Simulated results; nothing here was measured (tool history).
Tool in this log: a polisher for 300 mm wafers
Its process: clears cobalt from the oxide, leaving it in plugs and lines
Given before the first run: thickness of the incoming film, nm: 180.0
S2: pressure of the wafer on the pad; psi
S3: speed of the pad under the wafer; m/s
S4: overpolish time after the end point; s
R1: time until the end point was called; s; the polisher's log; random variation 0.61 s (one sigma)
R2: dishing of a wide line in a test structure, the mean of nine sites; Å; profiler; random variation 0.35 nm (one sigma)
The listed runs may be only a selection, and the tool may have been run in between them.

Run 1, day 0.000: flow of slurry (ml/min) 175, S2 2.1 psi, S3 0.90 m/s, S4 15 s. Result: R1 47.043 s, R2 264.31 Å.
Run 2, day 0.150: flow of slurry (ml/min) 175, S2 2.1 psi, S3 0.80 m/s, S4 15 s. Result: R1 52.450 s, R2 253.45 Å.
Run 3, day 0.350: flow of slurry (ml/min) 175, S2 2.3 psi, S3 0.80 m/s, S4 15 s. Result: R1 49.751 s, R2 263.96 Å.
Run 4, day 0.700: flow of slurry (ml/min) 205, S2 2.3 psi, S3 0.80 m/s, S4 15 s. Result: R1 48.297 s, R2 265.04 Å.
Run 5, day 0.879: flow of slurry (ml/min) 205, S2 2.3 psi, S3 0.90 m/s, S4 15 s. Result: R1 42.915 s, R2 275.99 Å.
Run 6, day 0.917: flow of slurry (ml/min) 205, S2 2.1 psi, S3 0.94 m/s, S4 13 s. Result: R1 43.950 s, R2 255.51 Å.
Run 7, day 1.021: flow of slurry (ml/min) 210, S2 1.9 psi, S3 0.98 m/s, S4 11 s. Result: R1 44.949 s, R2 231.55 Å.
Run 8, day 1.188: flow of slurry (ml/min) 210, S2 1.9 psi, S3 0.98 m/s, S4 11 s. Result: R1 44.569 s, R2 229.12 Å.

The next listed run, before its measurement:
Run 9, day 1.208: flow of slurry (ml/min) 220, S2 1.8 psi, S3 1.00 m/s, S4 10 s. Result: R1 ?, R2 ?.

R1: 45.019 s
R2: 232.08 Å

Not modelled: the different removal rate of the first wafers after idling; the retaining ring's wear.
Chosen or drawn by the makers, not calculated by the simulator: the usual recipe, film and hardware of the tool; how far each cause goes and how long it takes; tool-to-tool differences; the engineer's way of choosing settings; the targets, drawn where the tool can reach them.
